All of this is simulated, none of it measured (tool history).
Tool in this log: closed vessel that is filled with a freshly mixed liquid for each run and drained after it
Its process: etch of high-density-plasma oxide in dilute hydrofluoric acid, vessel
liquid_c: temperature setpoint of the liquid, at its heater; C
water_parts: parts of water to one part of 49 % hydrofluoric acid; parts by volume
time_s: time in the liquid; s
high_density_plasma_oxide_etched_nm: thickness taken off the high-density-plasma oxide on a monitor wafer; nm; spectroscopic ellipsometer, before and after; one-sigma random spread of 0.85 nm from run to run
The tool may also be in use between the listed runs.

run,day,liquid_c,water_parts,time_s,high_density_plasma_oxide_etched_nm
1,0,24,270,3000,80.985
2,0.4,24,190,3000,124.59
3,0.788,23.5,190,3000,123.13
4,0.858,23,190,3000,119.51
5,0.983,26.5,190,3000,137.36
6,1.242,25.5,190,3000,132.63

For run 7, what comes out?
7,1.621,24.5,190,3000,?

high_density_plasma_oxide_etched_nm: 127.02 nm
